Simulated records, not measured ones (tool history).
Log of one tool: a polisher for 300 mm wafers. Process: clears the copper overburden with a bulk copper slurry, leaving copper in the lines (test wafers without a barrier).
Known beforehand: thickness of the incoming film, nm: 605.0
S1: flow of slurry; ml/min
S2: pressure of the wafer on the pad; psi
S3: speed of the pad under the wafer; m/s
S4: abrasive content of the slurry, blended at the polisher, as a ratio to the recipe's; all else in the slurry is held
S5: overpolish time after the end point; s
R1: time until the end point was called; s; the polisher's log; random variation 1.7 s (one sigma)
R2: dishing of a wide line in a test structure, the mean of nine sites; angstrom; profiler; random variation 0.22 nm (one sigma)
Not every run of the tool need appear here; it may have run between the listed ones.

run,hour,S1,S2,S3,S4,S5,R1,R2
1,0.0,170,1.8,0.96,1.00,17,90.838,371.99
2,4.6,170,1.8,0.74,1.00,17,116.600,346.95
3,6.1,170,1.7,0.76,1.00,15,119.670,323.03
4,9.2,170,1.7,0.64,1.00,15,141.120,297.89
5,17.1,170,1.7,0.80,1.00,15,112.870,339.15
6,20.4,185,1.7,0.74,1.05,14,121.200,317.88
7,29.2,175,1.6,0.76,1.05,13,126.080,289.32
8,30.1,165,1.5,0.80,1.10,12,128.750,275.52
9,35.4,155,1.4,0.84,1.15,11,131.220,253.00
10,42.5,145,1.3,0.86,1.20,10,134.410,241.08
11,49.5,140,1.2,0.88,1.25,9,141.360,216.29
12,56.4,135,1.1,0.90,1.30,8,153.370,189.22
13,65.2,130,1.1,0.94,1.35,8,145.980,194.97

Predict the results of run 14:
14,67.1,125,1.1,0.96,1.35,8,?,?

R1: 146.240 s
R2: 195.45 angstrom
